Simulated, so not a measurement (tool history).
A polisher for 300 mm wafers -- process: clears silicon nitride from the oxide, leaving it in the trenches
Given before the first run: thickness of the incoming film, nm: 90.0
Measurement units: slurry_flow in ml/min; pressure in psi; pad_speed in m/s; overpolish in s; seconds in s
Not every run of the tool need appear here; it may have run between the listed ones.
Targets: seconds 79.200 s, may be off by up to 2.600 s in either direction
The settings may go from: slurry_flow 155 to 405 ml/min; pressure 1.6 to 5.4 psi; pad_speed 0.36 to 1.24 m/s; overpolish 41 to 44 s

run	hour	slurry_flow	pressure	pad_speed	overpolish	seconds
1	0.0	260	3.5	0.80	41	100.730
2	6.5	260	3.0	0.80	41	118.430
3	11.8	260	3.2	0.80	41	111.580
4	15.6	260	2.7	0.80	41	129.800
5	24.7	205	2.7	0.80	41	134.330
6	28.9	175	2.7	0.80	41	139.090
7	32.0	245	3.7	0.82	41	94.695
8	39.2	255	3.8	0.82	41	92.610
9	46.7	265	3.9	0.82	41	89.120
10	51.7	270	3.9	0.82	41	89.579
11	57.0	275	4.0	0.82	41	86.594
12	63.1	280	4.0	0.82	41	86.551
13	63.8	285	4.2	0.82	41	81.827

5 candidate next runs follow, results not yet known. Just one meets every target within its allowed miss. Identify it.
A	64.5	200	4.1	0.98	41	?
B	64.5	345	4.3	0.76	44	?
C	64.5	280	4.4	0.76	41	?
D	64.5	265	4.4	0.74	41	?
E	64.5	280	4.0	0.90	41	?

move	seconds
A	73.020
B	84.174
C	83.791
D	86.404
E	78.222
A: moves the result that the last run missed by most past its target, out the other side
B: further off than the last run
C: further off than the last run
D: further off than the last run
E: every result lands within tolerance
The right move is E.
